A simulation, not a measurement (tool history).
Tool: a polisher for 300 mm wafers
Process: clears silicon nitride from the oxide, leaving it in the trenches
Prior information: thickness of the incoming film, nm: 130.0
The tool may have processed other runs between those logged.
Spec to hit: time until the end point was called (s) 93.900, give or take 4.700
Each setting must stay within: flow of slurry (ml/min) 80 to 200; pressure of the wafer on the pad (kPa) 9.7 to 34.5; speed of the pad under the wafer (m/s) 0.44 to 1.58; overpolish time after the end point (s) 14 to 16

| run | day | flow of slurry (ml/min) | pressure of the wafer on the pad (kPa) | speed of the pad under the wafer (m/s) | overpolish time after the end point (s) | time until the end point was called (s) |
|---|---|---|---|---|---|---|
| 1 | 0.000 | 130 | 22.1 | 1.00 | 14 | 145.290 |
| 2 | 0.108 | 130 | 24.8 | 1.02 | 14 | 131.090 |
| 3 | 0.338 | 130 | 24.8 | 1.02 | 14 | 129.420 |
| 4 | 0.700 | 130 | 24.8 | 0.82 | 14 | 163.510 |
| 5 | 0.796 | 100 | 24.8 | 0.82 | 14 | 169.390 |
| 6 | 1.138 | 100 | 22.1 | 0.82 | 14 | 191.220 |
| 7 | 1.304 | 105 | 26.2 | 0.86 | 14 | 155.520 |
| 8 | 1.621 | 110 | 29.0 | 0.90 | 14 | 131.560 |
| 9 | 1.788 | 120 | 34.5 | 1.00 | 14 | 104.330 |
| 10 | 1.967 | 120 | 34.5 | 1.04 | 14 | 98.057 |

4 candidate next runs follow, results not yet known. Just one meets every target within its allowed miss. Identify it.
| A | 2.146 | 120 | 32.4 | 1.02 | 14 | ? |
| B | 2.146 | 160 | 34.5 | 0.92 | 14 | ? |
| C | 2.146 | 120 | 31.7 | 1.06 | 14 | ? |
| D | 2.146 | 115 | 33.8 | 1.12 | 16 | ? |

| move | time until the end point was called (s) |
|---|---|
| A | 109.230 |
| B | 108.210 |
| C | 107.100 |
| D | 97.349 |
A: the biggest miss grows against the last run
B: the biggest miss grows against the last run
C: the biggest miss grows against the last run
D: every result lands within tolerance
Correct choice: D, which meets every target

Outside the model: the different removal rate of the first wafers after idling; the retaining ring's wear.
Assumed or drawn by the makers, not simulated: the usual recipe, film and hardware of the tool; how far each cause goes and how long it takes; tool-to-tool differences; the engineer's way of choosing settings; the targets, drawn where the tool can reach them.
